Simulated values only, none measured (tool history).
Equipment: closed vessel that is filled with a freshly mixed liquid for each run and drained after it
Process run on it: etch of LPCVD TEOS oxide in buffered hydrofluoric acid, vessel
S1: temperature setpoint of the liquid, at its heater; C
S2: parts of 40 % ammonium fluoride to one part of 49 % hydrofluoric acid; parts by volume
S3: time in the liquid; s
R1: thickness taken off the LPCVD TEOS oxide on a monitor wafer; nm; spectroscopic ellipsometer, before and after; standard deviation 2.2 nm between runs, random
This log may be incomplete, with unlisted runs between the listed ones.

| run | hour | S1 | S2 | S3 | R1 |
|---|---|---|---|---|---|
| 1 | 0.0 | 20.0 | 7.5 | 100 | 333.33 |
| 2 | 6.3 | 20.0 | 7.5 | 100 | 327.31 |
| 3 | 8.3 | 20.0 | 7.5 | 105 | 340.70 |
| 4 | 9.2 | 21.5 | 7.5 | 105 | 380.86 |
| 5 | 12.6 | 25.0 | 7.5 | 105 | 459.28 |
| 6 | 16.2 | 23.5 | 7.5 | 105 | 418.32 |
| 7 | 25.0 | 21.5 | 7.5 | 105 | 374.83 |

Run 8 is up next; what results do you expect?
| 8 | 28.7 | 20.0 | 7.5 | 105 | ? |

{"run 8": {"R1": 342.5}}

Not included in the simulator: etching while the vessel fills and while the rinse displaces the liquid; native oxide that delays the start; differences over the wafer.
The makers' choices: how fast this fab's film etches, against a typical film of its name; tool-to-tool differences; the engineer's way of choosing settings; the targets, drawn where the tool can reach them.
